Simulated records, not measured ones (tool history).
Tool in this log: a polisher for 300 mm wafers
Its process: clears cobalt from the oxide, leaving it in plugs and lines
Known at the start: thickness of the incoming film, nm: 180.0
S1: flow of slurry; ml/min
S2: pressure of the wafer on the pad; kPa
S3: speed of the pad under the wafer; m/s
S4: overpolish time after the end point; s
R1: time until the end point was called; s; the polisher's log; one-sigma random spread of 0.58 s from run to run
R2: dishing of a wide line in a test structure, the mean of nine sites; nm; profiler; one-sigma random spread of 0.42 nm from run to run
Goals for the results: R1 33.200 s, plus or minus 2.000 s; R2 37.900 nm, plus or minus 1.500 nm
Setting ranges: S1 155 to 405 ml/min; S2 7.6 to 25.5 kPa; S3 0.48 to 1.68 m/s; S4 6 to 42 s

| run | hour | S1 | S2 | S3 | S4 | R1 | R2 |
|---|---|---|---|---|---|---|---|
| 1 | 0.0 | 260 | 16.5 | 1.08 | 21 | 22.610 | 71.144 |
| 2 | 5.5 | 260 | 15.2 | 1.08 | 21 | 25.151 | 68.826 |
| 3 | 9.4 | 215 | 15.2 | 1.08 | 21 | 26.528 | 69.110 |
| 4 | 10.0 | 215 | 15.2 | 0.90 | 21 | 30.468 | 66.147 |
| 5 | 14.5 | 215 | 15.2 | 0.90 | 13 | 29.646 | 50.730 |
| 6 | 15.5 | 240 | 14.5 | 0.88 | 11 | 33.261 | 44.641 |
| 7 | 16.8 | 250 | 14.5 | 0.88 | 10 | 32.288 | 42.073 |
| 8 | 18.8 | 265 | 14.5 | 0.88 | 10 | 31.943 | 42.407 |
| 9 | 26.9 | 265 | 14.5 | 0.88 | 10 | 31.770 | 43.153 |
| 10 | 34.4 | 260 | 13.1 | 0.86 | 6 | 36.074 | 26.521 |
| 11 | 36.4 | 260 | 13.8 | 0.84 | 6 | 33.597 | 26.310 |

Below are 4 possible settings for the next run. Only one of them brings all results inside the allowed miss of their targets. Which is it?
| A | 38.4 | 190 | 13.1 | 1.02 | 7 | ? | ? |
| B | 38.4 | 195 | 11.0 | 1.16 | 9 | ? | ? |
| C | 38.4 | 255 | 12.4 | 1.18 | 9 | ? | ? |
| D | 38.4 | 210 | 16.5 | 0.62 | 11 | ? | ? |

| move | R1 | R2 |
|---|---|---|
| A | 32.384 | 32.295 |
| B | 34.215 | 37.465 |
| C | 29.221 | 41.904 |
| D | 37.580 | 40.483 |
A: an improvement on the last run, though not all results are within tolerance
B: every result lands within tolerance
C: moves the result that the last run missed by most past its target, out the other side
D: moves the result that the last run missed by most past its target, out the other side
The right move is B.
